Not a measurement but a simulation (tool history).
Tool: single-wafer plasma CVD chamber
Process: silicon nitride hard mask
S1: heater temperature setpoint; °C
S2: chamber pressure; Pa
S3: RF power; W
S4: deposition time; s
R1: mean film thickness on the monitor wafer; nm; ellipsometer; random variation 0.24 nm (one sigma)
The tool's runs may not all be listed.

run	day	S1	S2	S3	S4	R1
1	0	400	236	310	50.4	61.149
2	0.3	400	208	295	50.4	55.733
3	0.617	400	189	295	50.4	53.639
4	0.738	406	189	295	50.4	53.289
5	0.917	406	221	295	50.4	56.438
6	1.267	407	201	295	50.4	54.744
7	1.492	407	187	295	50.4	53.52
# day 1.525: capacitance manometer re-zeroed and calibrated
8	1.525	407	141	290	50.4	45.181

Forecast run 9:
9	1.746	407	141	290	50.4	?

Run 9 gave R1 45.646 nm.

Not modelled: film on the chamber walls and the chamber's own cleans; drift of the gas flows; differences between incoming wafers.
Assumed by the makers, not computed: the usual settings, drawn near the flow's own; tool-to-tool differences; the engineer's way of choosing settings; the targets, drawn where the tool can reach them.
